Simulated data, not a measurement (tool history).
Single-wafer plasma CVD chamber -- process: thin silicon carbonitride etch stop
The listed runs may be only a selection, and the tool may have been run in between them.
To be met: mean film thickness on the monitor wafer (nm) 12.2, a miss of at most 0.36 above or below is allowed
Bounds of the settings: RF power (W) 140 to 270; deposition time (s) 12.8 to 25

| run | day | RF power (W) | deposition time (s) | mean film thickness on the monitor wafer (nm) |
|---|---|---|---|---|
| 1 | 0 | 205 | 18.9 | 10.68 |
| 2 | 0.025 | 205 | 17.7 | 10.055 |
| 3 | 0.217 | 210 | 18.3 | 10.459 |
| 4 | 0.375 | 215 | 18.8 | 10.852 |
| 5 | 0.654 | 240 | 18.8 | 11.246 |
| 6 | 0.933 | 245 | 19 | 11.528 |
| 7 | 1.183 | 250 | 19.1 | 11.688 |
| 8 | 1.229 | 250 | 19.2 | 11.646 |
| 9 | 1.454 | 250 | 19.3 | 11.7 |
| 10 | 1.671 | 250 | 19.4 | 11.764 |

Exactly one of the 5 candidate moves below puts every result within its allowed miss. Which one?
| A | 1.888 | 270 | 20.6 | ? |
| B | 1.888 | 270 | 19.6 | ? |
| C | 1.888 | 230 | 19 | ? |
| D | 1.888 | 225 | 19.5 | ? |
| E | 1.888 | 270 | 20.5 | ? |

| move | mean film thickness on the monitor wafer (nm) |
|---|---|
| A | 12.932 |
| B | 12.304 |
| C | 11.247 |
| D | 11.448 |
| E | 12.869 |
A: pushes the last run's worst result past its target
B: every result lands within tolerance
C: its largest miss is bigger than the last run's
D: its largest miss is bigger than the last run's
E: pushes the last run's worst result past its target
Answer: B

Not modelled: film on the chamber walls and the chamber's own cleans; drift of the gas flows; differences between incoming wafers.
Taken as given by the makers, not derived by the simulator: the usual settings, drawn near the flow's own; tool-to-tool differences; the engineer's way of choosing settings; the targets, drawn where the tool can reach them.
